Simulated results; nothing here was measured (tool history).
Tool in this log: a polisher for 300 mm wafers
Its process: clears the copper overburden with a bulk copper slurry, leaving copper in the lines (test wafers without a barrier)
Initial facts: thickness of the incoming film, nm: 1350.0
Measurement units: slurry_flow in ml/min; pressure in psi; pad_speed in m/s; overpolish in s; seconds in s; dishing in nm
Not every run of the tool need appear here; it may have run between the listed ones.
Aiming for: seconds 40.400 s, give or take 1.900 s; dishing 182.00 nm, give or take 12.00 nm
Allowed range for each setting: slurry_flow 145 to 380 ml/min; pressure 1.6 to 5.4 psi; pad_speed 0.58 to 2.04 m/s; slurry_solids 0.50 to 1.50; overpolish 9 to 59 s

| run | hour | slurry_flow | pressure | pad_speed | slurry_solids | overpolish | seconds | dishing |
|---|---|---|---|---|---|---|---|---|
| 1 | 0.0 | 245 | 3.5 | 1.30 | 1.00 | 30 | 72.205 | 157.00 |
| 2 | 8.4 | 195 | 3.5 | 1.30 | 1.00 | 30 | 76.410 | 161.57 |
| 3 | 17.1 | 215 | 3.9 | 1.32 | 1.00 | 27 | 65.497 | 173.87 |
| 4 | 21.0 | 245 | 4.1 | 1.36 | 1.00 | 23 | 60.279 | 168.04 |
| 5 | 29.0 | 245 | 4.1 | 1.22 | 1.00 | 23 | 65.446 | 168.09 |
| 6 | 33.4 | 270 | 4.1 | 1.22 | 1.00 | 23 | 67.257 | 164.56 |
| 7 | 38.8 | 280 | 4.3 | 1.30 | 1.00 | 20 | 58.780 | 166.18 |
| 8 | 40.0 | 280 | 4.3 | 1.30 | 1.00 | 20 | 61.246 | 164.29 |
| 9 | 41.9 | 285 | 5.3 | 1.46 | 1.00 | 10 | 43.320 | 147.51 |
| 10 | 45.5 | 285 | 5.3 | 1.46 | 1.00 | 14 | 42.504 | 166.51 |
| 11 | 46.2 | 285 | 5.3 | 1.46 | 1.00 | 15 | 43.495 | 168.89 |

Exercise: of the 4 proposed moves below, exactly one satisfies all targets within the stated allowed misses. Which move is it?
| A | 46.9 | 285 | 5.3 | 1.52 | 1.10 | 18 | ? | ? |
| B | 46.9 | 240 | 5.4 | 1.38 | 1.05 | 18 | ? | ? |
| C | 46.9 | 280 | 5.4 | 1.38 | 0.90 | 20 | ? | ? |
| D | 46.9 | 280 | 5.4 | 1.38 | 0.95 | 19 | ? | ? |

| move | seconds | dishing |
|---|---|---|
| A | 40.500 | 185.15 |
| B | 45.077 | 180.71 |
| C | 46.102 | 184.72 |
| D | 45.459 | 182.97 |
A: all results in spec
B: misses by more than the last run did
C: misses by more than the last run did
D: misses by more than the last run did
So the answer is move A, the one that meets all the targets.
